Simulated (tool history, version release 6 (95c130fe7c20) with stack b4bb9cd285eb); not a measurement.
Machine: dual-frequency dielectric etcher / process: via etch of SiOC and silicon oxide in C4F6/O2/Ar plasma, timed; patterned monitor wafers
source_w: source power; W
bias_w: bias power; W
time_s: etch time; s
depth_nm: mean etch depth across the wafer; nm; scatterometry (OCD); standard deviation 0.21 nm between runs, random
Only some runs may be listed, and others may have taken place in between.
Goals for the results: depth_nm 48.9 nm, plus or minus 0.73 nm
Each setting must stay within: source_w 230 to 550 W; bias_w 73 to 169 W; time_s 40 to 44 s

| run | hour | source_w | bias_w | time_s | depth_nm |
|---|---|---|---|---|---|
| 1 | 0 | 390 | 121 | 44 | 42.629 |
| 2 | 8.3 | 390 | 121 | 40 | 39.129 |
| 3 | 10.9 | 330 | 121 | 40 | 36.073 |
| 4 | 14.3 | 390 | 121 | 40 | 38.855 |
| 5 | 15.9 | 360 | 121 | 40 | 37.428 |
| 6 | 23.2 | 420 | 123 | 40 | 39.828 |
| 7 | 26.1 | 460 | 134 | 41 | 43.887 |
| 8 | 27.5 | 540 | 137 | 41 | 47.146 |
| 9 | 33.1 | 540 | 140 | 41 | 47.394 |

Of the 4 settings listed for the next run, only one would bring every result within its allowed miss of target. Which one?
| A | 38.7 | 550 | 108 | 42 | ? |
| B | 38.7 | 550 | 135 | 42.5 | ? |
| C | 38.7 | 470 | 167 | 40.5 | ? |
| D | 38.7 | 510 | 129 | 43 | ? |

| move | depth_nm |
|---|---|
| A | 46.249 |
| B | 49.29 |
| C | 46.359 |
| D | 47.752 |
A: further off than the last run
B: hits every target within its allowed miss
C: further off than the last run
D: nearer the targets than the last run, but a result is still out of spec
Correct choice: B, which meets every target
